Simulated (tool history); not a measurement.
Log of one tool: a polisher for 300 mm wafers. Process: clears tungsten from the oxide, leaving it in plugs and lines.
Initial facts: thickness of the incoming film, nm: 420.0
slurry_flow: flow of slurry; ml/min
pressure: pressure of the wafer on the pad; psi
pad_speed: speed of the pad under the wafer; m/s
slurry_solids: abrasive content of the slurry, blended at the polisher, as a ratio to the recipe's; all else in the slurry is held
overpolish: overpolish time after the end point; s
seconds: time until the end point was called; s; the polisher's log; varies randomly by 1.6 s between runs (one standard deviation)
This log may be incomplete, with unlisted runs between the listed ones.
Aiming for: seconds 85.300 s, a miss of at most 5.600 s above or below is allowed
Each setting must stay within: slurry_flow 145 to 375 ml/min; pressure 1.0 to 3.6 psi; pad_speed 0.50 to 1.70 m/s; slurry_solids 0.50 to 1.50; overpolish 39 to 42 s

{"run": 1, "day": 0.0, "slurry_flow": 240, "pressure": 2.3, "pad_speed": 1.1, "slurry_solids": 1.0, "overpolish": 39, "seconds": 147.24}
{"run": 2, "day": 0.125, "slurry_flow": 240, "pressure": 2.5, "pad_speed": 1.12, "slurry_solids": 1.0, "overpolish": 39, "seconds": 132.66}
{"run": 3, "day": 0.358, "slurry_flow": 240, "pressure": 2.5, "pad_speed": 1.12, "slurry_solids": 0.85, "overpolish": 39, "seconds": 132.99}
{"run": 4, "day": 0.412, "slurry_flow": 240, "pressure": 2.3, "pad_speed": 1.12, "slurry_solids": 0.85, "overpolish": 39, "seconds": 148.74}
{"run": 5, "day": 0.662, "slurry_flow": 285, "pressure": 2.3, "pad_speed": 1.12, "slurry_solids": 0.85, "overpolish": 39, "seconds": 145.77}
{"run": 6, "day": 0.771, "slurry_flow": 285, "pressure": 2.5, "pad_speed": 1.14, "slurry_solids": 0.85, "overpolish": 39, "seconds": 135.61}
{"run": 7, "day": 1.112, "slurry_flow": 290, "pressure": 3.1, "pad_speed": 1.32, "slurry_solids": 0.9, "overpolish": 39, "seconds": 95.65}
{"run": 8, "day": 1.204, "slurry_flow": 290, "pressure": 3.2, "pad_speed": 1.32, "slurry_solids": 0.9, "overpolish": 39, "seconds": 93.003}

Which single option among these 5 for the next run brings every result within its allowed miss of target? Just one does.
{"run": "A", "day": 1.296, "slurry_flow": 300, "pressure": 3.1, "pad_speed": 1.32, "slurry_solids": 0.75, "overpolish": 39, "seconds": "?"}
{"run": "B", "day": 1.296, "slurry_flow": 240, "pressure": 3.5, "pad_speed": 1.08, "slurry_solids": 0.9, "overpolish": 39, "seconds": "?"}
{"run": "C", "day": 1.296, "slurry_flow": 350, "pressure": 3.5, "pad_speed": 1.42, "slurry_solids": 0.65, "overpolish": 42, "seconds": "?"}
{"run": "D", "day": 1.296, "slurry_flow": 355, "pressure": 2.2, "pad_speed": 1.4, "slurry_solids": 1.0, "overpolish": 42, "seconds": "?"}
{"run": "E", "day": 1.296, "slurry_flow": 265, "pressure": 3.1, "pad_speed": 1.22, "slurry_solids": 0.8, "overpolish": 39, "seconds": "?"}

move=A seconds=98.677
move=B seconds=104.780
move=C seconds=85.211
move=D seconds=112.580
move=E seconds=105.850
A: lands further from the targets than the last run did
B: lands further from the targets than the last run did
C: meets every target
D: lands further from the targets than the last run did
E: lands further from the targets than the last run did
Go with C: it meets all targets.
